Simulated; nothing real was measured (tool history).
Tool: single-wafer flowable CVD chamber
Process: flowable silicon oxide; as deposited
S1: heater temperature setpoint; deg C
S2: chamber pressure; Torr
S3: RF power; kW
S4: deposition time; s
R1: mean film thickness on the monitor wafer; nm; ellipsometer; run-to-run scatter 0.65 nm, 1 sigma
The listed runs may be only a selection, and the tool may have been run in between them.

run	day	S1	S2	S3	S4	R1
1	0.000	100	0.906	2.320	734	559.01
2	0.329	100	0.906	2.445	734	565.75
3	0.454	100	0.906	2.445	734	565.94
4	0.800	102	0.906	2.445	734	523.09
5	0.971	102	0.967	2.445	734	556.39
6	1.212	104	0.967	2.445	734	516.20
7	1.371	106	0.967	2.445	734	478.45
8	1.746	118	0.965	2.445	734	310.38

Run 9 comes next. What will it give?
9	1.954	119	0.965	2.445	734	?

{"run 9": {"R1": 301.26}}
